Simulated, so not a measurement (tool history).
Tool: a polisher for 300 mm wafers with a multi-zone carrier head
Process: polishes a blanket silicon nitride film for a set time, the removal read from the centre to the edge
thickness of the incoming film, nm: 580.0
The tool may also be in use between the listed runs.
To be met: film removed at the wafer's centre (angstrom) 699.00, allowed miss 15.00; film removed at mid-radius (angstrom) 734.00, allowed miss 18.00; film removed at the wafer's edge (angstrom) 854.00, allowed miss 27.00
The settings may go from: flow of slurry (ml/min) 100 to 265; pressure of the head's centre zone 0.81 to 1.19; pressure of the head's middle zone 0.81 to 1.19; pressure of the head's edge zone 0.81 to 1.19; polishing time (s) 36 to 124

run  hour  flow of slurry (ml/min)  pressure of the head's centre zone  pressure of the head's middle zone  pressure of the head's edge zone  polishing time (s)  film removed at the wafer's centre (angstrom)  film removed at mid-radius (angstrom)  film removed at the wafer's edge (angstrom)
  1   0.0                      170                                1.00                                1.00                              1.00                  79                                         889.85                                 885.51                                       927.67
  2   6.3                      170                                0.92                                1.00                              1.00                  79                                         833.62                                 877.91                                       926.27
  3   9.0                      170                                0.92                                1.06                              1.00                  79                                         835.65                                 928.45                                       926.77
  4  10.8                      170                                0.92                                1.06                              1.00                  89                                         938.01                                1022.90                                      1039.70
  5  13.6                      170                                0.92                                1.06                              1.07                  89                                         941.80                                1039.40                                      1083.50
  6  21.2                      155                                0.89                                1.01                              1.04                  86                                         863.33                                 959.50                                      1022.20
  7  26.0                      145                                0.88                                0.96                              1.01                  84                                         835.32                                 884.48                                       973.81
  8  29.3                      135                                0.86                                0.94                              1.00                  82                                         785.35                                 839.29                                       933.78
  9  30.7                      100                                0.81                                0.84                              0.93                  79                                         671.42                                 722.08                                       851.05

Which of these 5 next moves meets every target?
  A  32.1                      100                                0.85                                0.82                              0.93                  78                                              ?                                      ?                                            ?
  B  32.1                      100                                0.84                                0.81                              0.94                  79                                              ?                                      ?                                            ?
  C  32.1                      125                                0.85                                0.84                              0.86                  79                                              ?                                      ?                                            ?
  D  32.1                      105                                0.84                                0.88                              0.97                  78                                              ?                                      ?                                            ?
  E  32.1                      105                                0.82                                0.84                              0.90                  76                                              ?                                      ?                                            ?

move  film removed at the wafer's centre (angstrom)  film removed at mid-radius (angstrom)  film removed at the wafer's edge (angstrom)
   A                                         692.76                                 696.49                                       831.17
   B                                         694.65                                 699.25                                       846.15
   C                                         729.59                                 742.76                                       831.30
   D                                         692.10                                 738.67                                       851.57
   E                                         660.70                                 695.88                                       801.61
A: brings the result that was furthest off to its target, and leaves another outside
B: brings the result that was furthest off to its target, and leaves another outside
C: takes the result that was furthest off past its target
D: meets every target
E: further off than the last run
Answer: D

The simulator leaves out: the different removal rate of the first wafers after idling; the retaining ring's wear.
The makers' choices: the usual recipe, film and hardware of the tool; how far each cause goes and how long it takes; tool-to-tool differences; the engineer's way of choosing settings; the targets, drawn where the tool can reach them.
